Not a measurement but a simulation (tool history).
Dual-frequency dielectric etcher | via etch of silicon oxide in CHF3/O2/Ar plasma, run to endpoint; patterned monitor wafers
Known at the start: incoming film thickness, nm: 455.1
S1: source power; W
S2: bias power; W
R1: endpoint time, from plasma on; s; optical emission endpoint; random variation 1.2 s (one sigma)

run 1 hour=0 | S1=520 S2=197 | R1=236.56
run 2 hour=3.8 | S1=560 S2=197 | R1=231.8
run 3 hour=11 | S1=500 S2=185 | R1=247.71
run 4 hour=12.6 | S1=470 S2=185 | R1=249.55
run 5 hour=18.1 | S1=520 S2=185 | R1=243.55
run 6 hour=20.1 | S1=450 S2=185 | R1=256.07

Forecast run 7:
run 7 hour=22.8 | S1=410 S2=183 | R1=?

{"run 7": {"R1": 262.33}}
